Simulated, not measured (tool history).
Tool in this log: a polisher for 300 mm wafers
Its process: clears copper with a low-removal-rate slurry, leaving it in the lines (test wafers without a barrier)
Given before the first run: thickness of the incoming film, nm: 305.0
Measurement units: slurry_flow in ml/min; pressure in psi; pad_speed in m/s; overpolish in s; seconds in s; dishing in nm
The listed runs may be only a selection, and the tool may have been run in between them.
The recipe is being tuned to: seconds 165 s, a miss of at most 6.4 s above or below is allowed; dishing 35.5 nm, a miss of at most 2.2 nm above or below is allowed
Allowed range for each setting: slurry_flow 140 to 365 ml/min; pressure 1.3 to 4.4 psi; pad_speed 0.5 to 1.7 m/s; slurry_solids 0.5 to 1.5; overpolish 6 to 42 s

| run | hour | slurry_flow | pressure | pad_speed | slurry_solids | overpolish | seconds | dishing |
|---|---|---|---|---|---|---|---|---|
| 1 | 0 | 235 | 2.8 | 1.1 | 1 | 21 | 81.782 | 52.989 |
| 2 | 3.3 | 235 | 2.8 | 1.1 | 0.85 | 21 | 87.432 | 50.849 |
| 3 | 9.8 | 235 | 2.3 | 1.06 | 0.85 | 23 | 101.73 | 49.096 |
| 4 | 14.7 | 235 | 2.3 | 1.32 | 0.85 | 23 | 80.99 | 58.261 |
| 5 | 19.3 | 230 | 2 | 1.18 | 0.85 | 23 | 98.69 | 47.362 |
| 6 | 24.3 | 230 | 1.8 | 1.06 | 0.8 | 24 | 117.09 | 43.261 |
| 7 | 30.5 | 230 | 1.8 | 1.06 | 0.8 | 24 | 116.38 | 44.79 |
| 8 | 34.3 | 230 | 1.6 | 0.98 | 0.8 | 24 | 133.91 | 40.484 |
| 9 | 35.8 | 230 | 1.5 | 0.94 | 0.8 | 24 | 140.85 | 37.249 |
| 10 | 39.3 | 230 | 1.4 | 0.9 | 0.8 | 25 | 153.66 | 35.798 |
| 11 | 45 | 230 | 1.4 | 0.88 | 0.8 | 25 | 156.68 | 36.905 |

Which one of the following 5 next-run settings gets every result inside its allowed miss? There is exactly one.
| A | 50.7 | 220 | 1.3 | 0.94 | 0.85 | 27 | ? | ? |
| B | 50.7 | 205 | 1.3 | 0.86 | 0.8 | 26 | ? | ? |
| C | 50.7 | 165 | 1.4 | 0.96 | 0.9 | 25 | ? | ? |
| D | 50.7 | 245 | 2 | 0.82 | 0.75 | 26 | ? | ? |
| E | 50.7 | 210 | 1.3 | 0.82 | 0.75 | 25 | ? | ? |

| move | seconds | dishing |
|---|---|---|
| A | 150.8 | 38.073 |
| B | 168.03 | 33.778 |
| C | 147.71 | 36.463 |
| D | 142.84 | 39.212 |
| E | 177.78 | 31.173 |
A: moves away from the targets compared with the last run
B: meets every target
C: moves away from the targets compared with the last run
D: moves away from the targets compared with the last run
E: carries the result that was furthest off beyond its target, to the other side
The right move is B.

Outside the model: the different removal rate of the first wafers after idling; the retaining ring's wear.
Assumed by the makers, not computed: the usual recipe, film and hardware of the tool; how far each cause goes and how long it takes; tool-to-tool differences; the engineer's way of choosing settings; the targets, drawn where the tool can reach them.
